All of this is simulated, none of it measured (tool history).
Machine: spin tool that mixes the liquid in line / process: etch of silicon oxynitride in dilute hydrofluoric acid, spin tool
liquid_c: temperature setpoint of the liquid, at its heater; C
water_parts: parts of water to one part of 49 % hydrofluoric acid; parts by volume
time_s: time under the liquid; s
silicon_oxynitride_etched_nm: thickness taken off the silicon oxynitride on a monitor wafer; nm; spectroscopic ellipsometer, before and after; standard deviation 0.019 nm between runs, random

| run | hour | liquid_c | water_parts | time_s | silicon_oxynitride_etched_nm |
|---|---|---|---|---|---|
| 1 | 0 | 26 | 110 | 100 | 3.2141 |
| 2 | 4.6 | 26 | 75 | 100 | 4.8909 |
| 3 | 13.1 | 23.5 | 75 | 100 | 4.2943 |
| 4 | 15.2 | 26.5 | 75 | 100 | 5.0343 |
| 5 | 17.6 | 26.5 | 75 | 100 | 4.9094 |
| 6 | 21.3 | 24.5 | 85 | 100 | 3.96 |
| 7 | 28.2 | 23 | 90 | 100 | 3.4533 |
| 8 | 30.2 | 22 | 95 | 100 | 3.133 |
| 9 | 36.5 | 21 | 100 | 100 | 2.7885 |
| 10 | 44.5 | 20.5 | 105 | 100 | 2.5797 |
| 11 | 45.3 | 20 | 110 | 100 | 2.4046 |
| 12 | 52.9 | 19.5 | 110 | 100 | 2.3082 |
| 13 | 60.3 | 19 | 110 | 100 | 2.3161 |
| 14 | 65.7 | 19 | 110 | 100 | 2.2982 |
| 15 | 71.8 | 18.5 | 115 | 100 | 2.137 |

For run 16, what comes out?
| 16 | 75.5 | 18 | 115 | 100 | ? |

{"run 16": {"silicon_oxynitride_etched_nm": 2.0885}}
